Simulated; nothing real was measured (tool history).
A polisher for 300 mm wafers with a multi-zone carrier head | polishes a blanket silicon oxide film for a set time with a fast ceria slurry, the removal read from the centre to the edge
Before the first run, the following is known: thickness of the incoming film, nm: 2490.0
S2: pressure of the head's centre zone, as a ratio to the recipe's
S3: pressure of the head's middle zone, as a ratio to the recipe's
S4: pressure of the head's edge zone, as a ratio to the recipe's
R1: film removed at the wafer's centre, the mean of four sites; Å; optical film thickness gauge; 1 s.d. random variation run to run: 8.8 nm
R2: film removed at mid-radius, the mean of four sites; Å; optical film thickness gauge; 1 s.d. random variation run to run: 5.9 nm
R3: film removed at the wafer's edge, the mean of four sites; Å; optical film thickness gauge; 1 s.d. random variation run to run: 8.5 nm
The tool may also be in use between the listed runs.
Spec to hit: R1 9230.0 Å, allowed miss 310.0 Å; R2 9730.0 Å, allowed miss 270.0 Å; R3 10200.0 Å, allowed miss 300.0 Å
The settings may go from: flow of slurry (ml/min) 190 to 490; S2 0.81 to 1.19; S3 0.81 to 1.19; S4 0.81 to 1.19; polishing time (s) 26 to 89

run 1 hour=0.0 | flow_of_slurry_(ml/min)=315 S2=1.00 S3=1.00 S4=1.00 polishing_time_(s)=57 | R1=7809.7 R2=7741.6 R3=7834.3
run 2 hour=8.9 | flow_of_slurry_(ml/min)=315 S2=1.00 S3=1.00 S4=0.92 polishing_time_(s)=57 | R1=7661.5 R2=7801.5 R3=7533.0
run 3 hour=10.8 | flow_of_slurry_(ml/min)=315 S2=0.94 S3=1.00 S4=0.92 polishing_time_(s)=57 | R1=7404.4 R2=7844.7 R3=7507.9
run 4 hour=13.6 | flow_of_slurry_(ml/min)=315 S2=0.94 S3=1.01 S4=0.96 polishing_time_(s)=59 | R1=7608.0 R2=8126.2 R3=7965.0
run 5 hour=21.6 | flow_of_slurry_(ml/min)=340 S2=0.94 S3=1.01 S4=0.96 polishing_time_(s)=59 | R1=7725.7 R2=8189.4 R3=7979.1
run 6 hour=25.8 | flow_of_slurry_(ml/min)=340 S2=0.94 S3=1.06 S4=0.96 polishing_time_(s)=59 | R1=7597.4 R2=8469.8 R3=8004.3
run 7 hour=26.8 | flow_of_slurry_(ml/min)=355 S2=1.00 S3=1.06 S4=1.06 polishing_time_(s)=68 | R1=9447.4 R2=9959.9 R3=9793.1
run 8 hour=32.3 | flow_of_slurry_(ml/min)=355 S2=0.99 S3=1.05 S4=1.07 polishing_time_(s)=68 | R1=9363.5 R2=9814.8 R3=9668.4
run 9 hour=41.1 | flow_of_slurry_(ml/min)=350 S2=0.98 S3=1.05 S4=1.09 polishing_time_(s)=68 | R1=9257.7 R2=9862.8 R3=9694.0
run 10 hour=45.8 | flow_of_slurry_(ml/min)=350 S2=0.97 S3=1.04 S4=1.11 polishing_time_(s)=68 | R1=9233.2 R2=9751.5 R3=9888.5

Consider the 5 candidate settings below. Which is the only one whose results all fall within their allowed miss of target?
run A hour=50.5 | flow_of_slurry_(ml/min)=210 S2=1.02 S3=1.12 S4=1.06 polishing_time_(s)=69 | R1=? R2=? R3=?
run B hour=50.5 | flow_of_slurry_(ml/min)=405 S2=1.01 S3=1.10 S4=1.04 polishing_time_(s)=66 | R1=? R2=? R3=?
run C hour=50.5 | flow_of_slurry_(ml/min)=275 S2=1.06 S3=1.11 S4=0.99 polishing_time_(s)=66 | R1=? R2=? R3=?
run D hour=50.5 | flow_of_slurry_(ml/min)=370 S2=0.96 S3=1.02 S4=1.13 polishing_time_(s)=69 | R1=? R2=? R3=?
run E hour=50.5 | flow_of_slurry_(ml/min)=300 S2=1.05 S3=1.09 S4=1.10 polishing_time_(s)=67 | R1=? R2=? R3=?

move=A R1=8946.5 R2=9799.8 R3=9332.3
move=B R1=9222.7 R2=9955.0 R3=9365.8
move=C R1=9234.2 R2=9664.4 R3=8885.8
move=D R1=9148.1 R2=9689.7 R3=10162.0
move=E R1=9397.6 R2=9754.2 R3=9575.8
A: further off than the last run
B: further off than the last run
C: further off than the last run
D: every result within its allowed miss
E: further off than the last run
Answer: D

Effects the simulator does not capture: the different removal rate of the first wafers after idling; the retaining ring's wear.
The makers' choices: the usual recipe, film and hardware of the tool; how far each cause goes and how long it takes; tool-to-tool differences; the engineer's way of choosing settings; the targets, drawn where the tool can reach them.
